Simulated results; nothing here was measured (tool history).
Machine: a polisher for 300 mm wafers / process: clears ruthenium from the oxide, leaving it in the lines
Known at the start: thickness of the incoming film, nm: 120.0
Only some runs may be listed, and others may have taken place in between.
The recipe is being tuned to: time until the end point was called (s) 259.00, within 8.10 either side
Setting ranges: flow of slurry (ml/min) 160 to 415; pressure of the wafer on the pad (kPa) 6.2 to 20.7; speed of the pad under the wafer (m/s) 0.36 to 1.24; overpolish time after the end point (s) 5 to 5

run	hour	flow of slurry (ml/min)	pressure of the wafer on the pad (kPa)	speed of the pad under the wafer (m/s)	overpolish time after the end point (s)	time until the end point was called (s)
1	0.0	265	13.1	0.80	5	113.99
2	3.5	265	14.5	0.80	5	104.67
3	9.7	300	14.5	0.80	5	103.39
4	18.1	255	14.5	0.80	5	102.75
5	23.5	255	14.5	0.80	5	104.49
6	31.6	255	11.7	0.72	5	141.96
7	38.4	255	9.7	0.68	5	178.45
8	45.1	255	8.3	0.66	5	212.90
9	46.7	255	7.6	0.66	5	232.08

Which single option among these 5 for the next run brings every result within its allowed miss of target? Just one does.
A	48.3	280	11.0	0.42	5	?
B	48.3	220	6.9	0.70	5	?
C	48.3	250	6.9	0.68	5	?
D	48.3	365	6.2	0.70	5	?
E	48.3	265	7.6	0.54	5	?

move	time until the end point was called (s)
A	236.99
B	241.07
C	244.36
D	254.63
E	273.38
A: nearer than the last run, and not there yet
B: nearer than the last run, and not there yet
C: nearer than the last run, and not there yet
D: each result inside its tolerance
E: pushes the last run's worst result past its target
Go with D: it meets all targets.

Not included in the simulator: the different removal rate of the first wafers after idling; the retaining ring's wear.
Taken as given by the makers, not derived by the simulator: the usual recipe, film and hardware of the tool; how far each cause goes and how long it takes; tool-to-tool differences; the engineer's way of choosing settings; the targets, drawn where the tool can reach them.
